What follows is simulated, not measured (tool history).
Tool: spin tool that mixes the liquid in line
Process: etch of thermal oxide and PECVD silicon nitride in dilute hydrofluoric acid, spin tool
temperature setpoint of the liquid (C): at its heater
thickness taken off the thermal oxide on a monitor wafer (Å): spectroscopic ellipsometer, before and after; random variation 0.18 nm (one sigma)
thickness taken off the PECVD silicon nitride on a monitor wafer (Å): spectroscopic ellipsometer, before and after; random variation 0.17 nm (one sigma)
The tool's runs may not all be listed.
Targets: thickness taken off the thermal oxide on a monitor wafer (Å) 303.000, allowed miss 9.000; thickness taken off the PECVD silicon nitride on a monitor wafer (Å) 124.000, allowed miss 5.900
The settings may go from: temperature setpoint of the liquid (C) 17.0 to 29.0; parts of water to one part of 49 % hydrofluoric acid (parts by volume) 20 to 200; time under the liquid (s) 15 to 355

run,hour,temperature setpoint of the liquid (C),parts of water to one part of 49 % hydrofluoric acid (parts by volume),time under the liquid (s),thickness taken off the thermal oxide on a monitor wafer (Å),thickness taken off the PECVD silicon nitride on a monitor wafer (Å)
1,0.0,21.0,110,180,67.562,26.321
2,2.1,22.0,100,185,80.275,31.010
3,6.7,23.0,100,185,83.349,33.236
4,8.4,25.0,100,185,90.153,38.349
5,11.2,28.0,100,185,101.400,46.349
6,14.9,28.0,75,185,140.520,61.143
7,18.4,28.0,70,185,149.770,65.457
8,24.1,27.5,25,225,539.690,210.660
9,29.0,27.5,30,225,444.640,181.100
10,31.8,27.5,35,225,375.980,152.290
11,38.9,27.5,35,225,376.330,154.340
12,47.3,27.0,40,230,331.030,132.860
13,53.8,27.0,45,230,289.930,117.760

Which of these 4 next moves meets every target?
A,60.3,27.5,45,235,?,?
B,60.3,27.0,45,220,?,?
C,60.3,24.5,35,225,?,?
D,60.3,27.0,50,290,?,?

move,thickness taken off the thermal oxide on a monitor wafer (Å),thickness taken off the PECVD silicon nitride on a monitor wafer (Å)
A,303.260,126.840
B,278.240,114.890
C,334.930,127.040
D,327.740,136.550
A: meets every target
B: further off than the last run
C: takes the result that was furthest off past its target
D: takes the result that was furthest off past its target
Answer: A
